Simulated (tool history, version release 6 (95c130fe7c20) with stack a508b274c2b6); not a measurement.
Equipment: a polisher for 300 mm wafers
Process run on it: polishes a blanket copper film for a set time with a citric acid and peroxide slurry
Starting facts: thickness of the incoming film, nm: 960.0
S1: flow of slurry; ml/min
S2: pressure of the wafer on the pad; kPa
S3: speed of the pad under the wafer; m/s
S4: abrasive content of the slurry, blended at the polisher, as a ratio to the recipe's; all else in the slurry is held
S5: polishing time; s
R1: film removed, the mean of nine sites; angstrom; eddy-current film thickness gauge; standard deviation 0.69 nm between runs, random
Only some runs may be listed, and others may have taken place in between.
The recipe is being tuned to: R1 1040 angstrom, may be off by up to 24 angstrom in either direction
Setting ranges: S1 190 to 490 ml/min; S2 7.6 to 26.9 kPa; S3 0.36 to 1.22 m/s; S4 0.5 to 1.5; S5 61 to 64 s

run,hour,S1,S2,S3,S4,S5,R1
1,0,315,17.2,0.78,1,61,816.49
2,7.9,355,17.2,0.78,1,61,832.85
3,15.3,370,18.6,0.78,1,61,892.46
4,16,370,18.6,0.6,1,61,699.13
5,17.6,370,21.4,0.6,1,61,790.44
6,20.4,370,19.3,0.6,1,61,719.08
7,22.2,375,22.1,0.6,1,61,823.83
8,26.2,375,22.1,0.6,1,61,814.92
9,34.3,380,23.4,0.6,1,61,867.65
10,40.4,385,24.8,0.6,1,61,922.14
11,46.9,385,25.5,0.6,1,61,941.53
12,54.6,385,26.2,0.62,1,61,1009.1

Of the 4 settings listed for the next run, only one would bring every result within its allowed miss of target. Which one?
A,62.3,385,24.1,0.64,1.2,61,?
B,62.3,380,24.8,0.62,1.3,61,?
C,62.3,415,25.5,0.62,1.05,64,?
D,62.3,360,25.5,0.6,0.95,61,?

move,R1
A,993.64
B,1005.7
C,1043.5
D,936.09
A: moves away from the targets compared with the last run
B: moves away from the targets compared with the last run
C: each result inside its tolerance
D: moves away from the targets compared with the last run
Move C is the one to make.
